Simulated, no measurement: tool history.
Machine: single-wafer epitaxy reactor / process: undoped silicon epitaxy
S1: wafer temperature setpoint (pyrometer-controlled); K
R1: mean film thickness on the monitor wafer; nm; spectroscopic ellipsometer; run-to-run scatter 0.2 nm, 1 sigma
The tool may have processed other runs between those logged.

run 1 hour=0.0 | S1=908.15 deposition_time_(s)=476 | R1=61.594
run 2 hour=4.8 | S1=916.15 deposition_time_(s)=476 | R1=72.847
run 3 hour=8.5 | S1=916.15 deposition_time_(s)=500 | R1=76.619
run 4 hour=14.8 | S1=919.15 deposition_time_(s)=501 | R1=81.706
run 5 hour=23.6 | S1=919.15 deposition_time_(s)=564 | R1=91.851
run 6 hour=25.4 | S1=919.15 deposition_time_(s)=516 | R1=84.120
run 7 hour=28.6 | S1=921.15 deposition_time_(s)=516 | R1=87.633

What will run 8 give?
run 8 hour=31.2 | S1=922.15 deposition_time_(s)=516 | R1=?

R1: 89.388 nm

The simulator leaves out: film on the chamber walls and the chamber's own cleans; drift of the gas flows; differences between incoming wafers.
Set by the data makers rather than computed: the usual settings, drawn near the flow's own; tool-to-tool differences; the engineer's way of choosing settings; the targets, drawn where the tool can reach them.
